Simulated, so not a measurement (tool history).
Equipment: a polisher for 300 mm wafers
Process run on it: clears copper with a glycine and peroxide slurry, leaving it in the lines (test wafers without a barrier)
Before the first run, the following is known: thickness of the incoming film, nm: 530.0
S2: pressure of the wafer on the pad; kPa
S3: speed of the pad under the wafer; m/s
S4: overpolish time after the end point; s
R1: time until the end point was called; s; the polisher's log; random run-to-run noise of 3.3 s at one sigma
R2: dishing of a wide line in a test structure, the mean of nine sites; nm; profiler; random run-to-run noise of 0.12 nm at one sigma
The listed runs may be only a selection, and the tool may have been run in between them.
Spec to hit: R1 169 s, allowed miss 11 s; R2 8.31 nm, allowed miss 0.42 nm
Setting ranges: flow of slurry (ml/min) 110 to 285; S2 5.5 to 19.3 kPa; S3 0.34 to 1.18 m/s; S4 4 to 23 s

{"run": 1, "hour": 0.0, "flow of slurry (ml/min)": 180, "S2": 12.4, "S3": 0.76, "S4": 12, "R1": 171.24, "R2": 23.585}
{"run": 2, "hour": 7.6, "flow of slurry (ml/min)": 180, "S2": 12.4, "S3": 0.76, "S4": 9, "R1": 167.29, "R2": 17.754}
{"run": 3, "hour": 12.6, "flow of slurry (ml/min)": 175, "S2": 11, "S3": 0.78, "S4": 8, "R1": 178.67, "R2": 15.108}
{"run": 4, "hour": 21.1, "flow of slurry (ml/min)": 175, "S2": 11, "S3": 0.78, "S4": 6, "R1": 178.29, "R2": 11.411}
{"run": 5, "hour": 28.8, "flow of slurry (ml/min)": 190, "S2": 11, "S3": 0.78, "S4": 6, "R1": 176.41, "R2": 11.986}
{"run": 6, "hour": 34.4, "flow of slurry (ml/min)": 160, "S2": 11, "S3": 0.78, "S4": 6, "R1": 185.58, "R2": 11.524}
{"run": 7, "hour": 37.9, "flow of slurry (ml/min)": 175, "S2": 9.7, "S3": 0.84, "S4": 6, "R1": 182.34, "R2": 10.837}
{"run": 8, "hour": 46.6, "flow of slurry (ml/min)": 175, "S2": 9, "S3": 0.88, "S4": 6, "R1": 187.33, "R2": 10.705}
{"run": 9, "hour": 50.2, "flow of slurry (ml/min)": 180, "S2": 8.3, "S3": 0.96, "S4": 6, "R1": 188.41, "R2": 10.676}
{"run": 10, "hour": 54.9, "flow of slurry (ml/min)": 180, "S2": 8.3, "S3": 0.96, "S4": 6, "R1": 188.14, "R2": 10.727}

Which of these 4 next moves meets every target?
{"run": "A", "hour": 59.6, "flow of slurry (ml/min)": 180, "S2": 8.3, "S3": 0.9, "S4": 8, "R1": "?", "R2": "?"}
{"run": "B", "hour": 59.6, "flow of slurry (ml/min)": 195, "S2": 9, "S3": 1.04, "S4": 4, "R1": "?", "R2": "?"}
{"run": "C", "hour": 59.6, "flow of slurry (ml/min)": 190, "S2": 9, "S3": 1.02, "S4": 7, "R1": "?", "R2": "?"}
{"run": "D", "hour": 59.6, "flow of slurry (ml/min)": 170, "S2": 7.6, "S3": 0.94, "S4": 8, "R1": "?", "R2": "?"}

move=A R1=202.4 R2=13.556
move=B R1=172.47 R2=8.1381
move=C R1=175.43 R2=13.66
move=D R1=210.28 R2=13.058
A: moves away from the targets compared with the last run
B: every result within its allowed miss
C: moves away from the targets compared with the last run
D: moves away from the targets compared with the last run
Correct choice: B, which meets every target
